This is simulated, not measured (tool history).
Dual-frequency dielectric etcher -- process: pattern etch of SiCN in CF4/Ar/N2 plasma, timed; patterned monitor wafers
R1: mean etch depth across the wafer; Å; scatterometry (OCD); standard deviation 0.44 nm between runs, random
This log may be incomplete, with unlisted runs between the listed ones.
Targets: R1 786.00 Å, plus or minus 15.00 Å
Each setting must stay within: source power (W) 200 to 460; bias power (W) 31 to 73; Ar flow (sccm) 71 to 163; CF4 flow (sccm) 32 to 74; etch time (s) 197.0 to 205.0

{"run": 1, "hour": 0.0, "source power (W)": 330, "bias power (W)": 52, "Ar flow (sccm)": 117, "CF4 flow (sccm)": 53, "etch time (s)": 197.0, "R1": 1039.9}
{"run": 2, "hour": 5.6, "source power (W)": 330, "bias power (W)": 52, "Ar flow (sccm)": 117, "CF4 flow (sccm)": 53, "etch time (s)": 197.0, "R1": 1034.4}
{"run": 3, "hour": 10.0, "source power (W)": 330, "bias power (W)": 52, "Ar flow (sccm)": 117, "CF4 flow (sccm)": 59, "etch time (s)": 197.0, "R1": 1054.8}
{"run": 4, "hour": 14.8, "source power (W)": 330, "bias power (W)": 52, "Ar flow (sccm)": 117, "CF4 flow (sccm)": 54, "etch time (s)": 197.0, "R1": 1024.0}
{"run": 5, "hour": 18.0, "source power (W)": 290, "bias power (W)": 52, "Ar flow (sccm)": 117, "CF4 flow (sccm)": 54, "etch time (s)": 197.0, "R1": 916.06}
{"run": 6, "hour": 21.9, "source power (W)": 290, "bias power (W)": 52, "Ar flow (sccm)": 117, "CF4 flow (sccm)": 54, "etch time (s)": 197.0, "R1": 924.46}
{"run": 7, "hour": 30.0, "source power (W)": 270, "bias power (W)": 52, "Ar flow (sccm)": 117, "CF4 flow (sccm)": 54, "etch time (s)": 197.0, "R1": 849.34}
{"run": 8, "hour": 34.3, "source power (W)": 260, "bias power (W)": 52, "Ar flow (sccm)": 117, "CF4 flow (sccm)": 54, "etch time (s)": 197.0, "R1": 821.83}

Of the 4 settings listed for the next run, only one would bring every result within its allowed miss of target. Which one?
{"run": "A", "hour": 38.6, "source power (W)": 280, "bias power (W)": 49, "Ar flow (sccm)": 117, "CF4 flow (sccm)": 44, "etch time (s)": 205.0, "R1": "?"}
{"run": "B", "hour": 38.6, "source power (W)": 240, "bias power (W)": 56, "Ar flow (sccm)": 95, "CF4 flow (sccm)": 57, "etch time (s)": 197.0, "R1": "?"}
{"run": "C", "hour": 38.6, "source power (W)": 250, "bias power (W)": 69, "Ar flow (sccm)": 134, "CF4 flow (sccm)": 48, "etch time (s)": 200.5, "R1": "?"}
{"run": "D", "hour": 38.6, "source power (W)": 240, "bias power (W)": 52, "Ar flow (sccm)": 117, "CF4 flow (sccm)": 53, "etch time (s)": 202.5, "R1": "?"}

move=A R1=872.65
move=B R1=833.02
move=C R1=886.98
move=D R1=785.15
A: lands further from the targets than the last run did
B: lands further from the targets than the last run did
C: lands further from the targets than the last run did
D: every result lands within tolerance
Answer: D

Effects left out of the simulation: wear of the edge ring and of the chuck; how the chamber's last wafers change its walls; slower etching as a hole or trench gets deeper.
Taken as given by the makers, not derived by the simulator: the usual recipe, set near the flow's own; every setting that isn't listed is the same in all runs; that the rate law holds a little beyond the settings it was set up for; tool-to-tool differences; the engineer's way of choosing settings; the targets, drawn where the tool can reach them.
